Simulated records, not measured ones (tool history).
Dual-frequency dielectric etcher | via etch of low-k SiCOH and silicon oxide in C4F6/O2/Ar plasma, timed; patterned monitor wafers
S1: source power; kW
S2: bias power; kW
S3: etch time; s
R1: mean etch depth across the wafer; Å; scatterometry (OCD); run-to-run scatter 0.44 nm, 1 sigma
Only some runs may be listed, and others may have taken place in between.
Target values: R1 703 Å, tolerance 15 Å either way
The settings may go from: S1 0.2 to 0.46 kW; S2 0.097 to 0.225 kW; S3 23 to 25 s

{"run": 1, "hour": 0.0, "S1": 0.33, "S2": 0.161, "S3": 25, "R1": 621.6}
{"run": 2, "hour": 4.9, "S1": 0.36, "S2": 0.164, "S3": 25, "R1": 639.94}
{"run": 3, "hour": 12.0, "S1": 0.38, "S2": 0.169, "S3": 25, "R1": 656.62}
{"run": 4, "hour": 20.3, "S1": 0.38, "S2": 0.169, "S3": 25, "R1": 664.07}
{"run": 5, "hour": 23.5, "S1": 0.38, "S2": 0.169, "S3": 25, "R1": 656.3}
{"hour": 28.8, "done": "bias power generator calibrated"}
{"run": 6, "hour": 28.8, "S1": 0.38, "S2": 0.169, "S3": 25, "R1": 673.18}
{"run": 7, "hour": 36.0, "S1": 0.39, "S2": 0.17, "S3": 25, "R1": 677.04}
{"run": 8, "hour": 42.1, "S1": 0.4, "S2": 0.171, "S3": 25, "R1": 687.91}

Pick the move, out of 5, that brings all results within their allowed miss; only one does.
{"run": "A", "hour": 48.2, "S1": 0.37, "S2": 0.174, "S3": 25, "R1": "?"}
{"run": "B", "hour": 48.2, "S1": 0.4, "S2": 0.177, "S3": 24, "R1": "?"}
{"run": "C", "hour": 48.2, "S1": 0.4, "S2": 0.173, "S3": 24, "R1": "?"}
{"run": "D", "hour": 48.2, "S1": 0.45, "S2": 0.169, "S3": 24.5, "R1": "?"}
{"run": "E", "hour": 48.2, "S1": 0.42, "S2": 0.162, "S3": 24, "R1": "?"}

move=A R1=669.96
move=B R1=664.63
move=C R1=660.5
move=D R1=699.46
move=E R1=660.61
A: misses by more than the last run did
B: misses by more than the last run did
C: misses by more than the last run did
D: in spec on every target
E: misses by more than the last run did
Correct choice: D, which meets every target
